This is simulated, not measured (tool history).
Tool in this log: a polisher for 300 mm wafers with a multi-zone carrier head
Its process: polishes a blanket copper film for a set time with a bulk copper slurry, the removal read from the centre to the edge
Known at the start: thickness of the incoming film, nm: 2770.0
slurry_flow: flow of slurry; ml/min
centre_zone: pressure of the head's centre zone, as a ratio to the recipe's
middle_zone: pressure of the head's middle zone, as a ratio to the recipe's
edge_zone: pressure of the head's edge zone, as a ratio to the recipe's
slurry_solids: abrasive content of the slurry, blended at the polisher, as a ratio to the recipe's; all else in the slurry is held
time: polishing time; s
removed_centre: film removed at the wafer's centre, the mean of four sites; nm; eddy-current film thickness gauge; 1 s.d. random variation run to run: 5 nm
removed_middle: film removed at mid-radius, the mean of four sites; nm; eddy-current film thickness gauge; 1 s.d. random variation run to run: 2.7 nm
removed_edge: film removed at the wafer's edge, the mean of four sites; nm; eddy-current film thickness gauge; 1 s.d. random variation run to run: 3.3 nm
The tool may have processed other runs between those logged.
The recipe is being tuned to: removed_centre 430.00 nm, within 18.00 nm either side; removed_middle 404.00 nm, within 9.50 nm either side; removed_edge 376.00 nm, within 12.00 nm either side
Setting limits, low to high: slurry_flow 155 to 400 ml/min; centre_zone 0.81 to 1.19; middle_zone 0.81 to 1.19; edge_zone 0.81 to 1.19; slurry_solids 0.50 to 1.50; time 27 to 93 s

{"run": 1, "hour": 0.0, "slurry_flow": 255, "centre_zone": 1.0, "middle_zone": 1.0, "edge_zone": 1.0, "slurry_solids": 1.0, "time": 59, "removed_centre": 494.13, "removed_middle": 495.11, "removed_edge": 493.45}
{"run": 2, "hour": 0.8, "slurry_flow": 255, "centre_zone": 1.0, "middle_zone": 0.93, "edge_zone": 1.0, "slurry_solids": 1.0, "time": 59, "removed_centre": 493.54, "removed_middle": 468.31, "removed_edge": 495.92}
{"run": 3, "hour": 9.2, "slurry_flow": 225, "centre_zone": 1.0, "middle_zone": 0.93, "edge_zone": 1.0, "slurry_solids": 1.0, "time": 59, "removed_centre": 490.26, "removed_middle": 464.56, "removed_edge": 491.6}
{"run": 4, "hour": 12.4, "slurry_flow": 225, "centre_zone": 1.0, "middle_zone": 0.93, "edge_zone": 1.0, "slurry_solids": 0.85, "time": 59, "removed_centre": 470.86, "removed_middle": 449.28, "removed_edge": 479.49}
{"run": 5, "hour": 19.4, "slurry_flow": 225, "centre_zone": 1.02, "middle_zone": 0.95, "edge_zone": 0.96, "slurry_solids": 0.8, "time": 58, "removed_centre": 482.04, "removed_middle": 444.23, "removed_edge": 465.02}
{"run": 6, "hour": 21.1, "slurry_flow": 230, "centre_zone": 1.02, "middle_zone": 0.98, "edge_zone": 0.93, "slurry_solids": 0.75, "time": 56, "removed_centre": 458.47, "removed_middle": 431.29, "removed_edge": 433.48}
{"run": 7, "hour": 22.6, "slurry_flow": 230, "centre_zone": 1.02, "middle_zone": 0.99, "edge_zone": 0.91, "slurry_solids": 0.7, "time": 55, "removed_centre": 442.36, "removed_middle": 431.58, "removed_edge": 415.9}
{"run": 8, "hour": 25.2, "slurry_flow": 200, "centre_zone": 1.06, "middle_zone": 0.94, "edge_zone": 0.81, "slurry_solids": 0.55, "time": 54, "removed_centre": 429.48, "removed_middle": 385.5, "removed_edge": 378.45}

Exercise: of the 5 proposed moves below, exactly one satisfies all targets within the stated allowed misses. Which move is it?
{"run": "A", "hour": 27.8, "slurry_flow": 205, "centre_zone": 1.09, "middle_zone": 0.91, "edge_zone": 0.81, "slurry_solids": 0.5, "time": 52, "removed_centre": "?", "removed_middle": "?", "removed_edge": "?"}
{"run": "B", "hour": 27.8, "slurry_flow": 220, "centre_zone": 1.07, "middle_zone": 0.88, "edge_zone": 0.84, "slurry_solids": 0.5, "time": 54, "removed_centre": "?", "removed_middle": "?", "removed_edge": "?"}
{"run": "C", "hour": 27.8, "slurry_flow": 220, "centre_zone": 1.07, "middle_zone": 1.03, "edge_zone": 0.84, "slurry_solids": 0.85, "time": 50, "removed_centre": "?", "removed_middle": "?", "removed_edge": "?"}
{"run": "D", "hour": 27.8, "slurry_flow": 250, "centre_zone": 0.99, "middle_zone": 0.82, "edge_zone": 0.85, "slurry_solids": 0.5, "time": 53, "removed_centre": "?", "removed_middle": "?", "removed_edge": "?"}
{"run": "E", "hour": 27.8, "slurry_flow": 265, "centre_zone": 1.05, "middle_zone": 0.92, "edge_zone": 0.81, "slurry_solids": 0.65, "time": 51, "removed_centre": "?", "removed_middle": "?", "removed_edge": "?"}

move=A removed_centre=423.46 removed_middle=364.88 removed_edge=364.50
move=B removed_centre=436.91 removed_middle=375.07 removed_edge=386.92
move=C removed_centre=431.85 removed_middle=410.41 removed_edge=381.52
move=D removed_centre=404.31 removed_middle=358.72 removed_edge=386.84
move=E removed_centre=428.98 removed_middle=385.07 removed_edge=378.45
A: lands further from the targets than the last run did
B: lands further from the targets than the last run did
C: in spec on every target
D: lands further from the targets than the last run did
E: about as far from the targets as the last run
C meets every target.

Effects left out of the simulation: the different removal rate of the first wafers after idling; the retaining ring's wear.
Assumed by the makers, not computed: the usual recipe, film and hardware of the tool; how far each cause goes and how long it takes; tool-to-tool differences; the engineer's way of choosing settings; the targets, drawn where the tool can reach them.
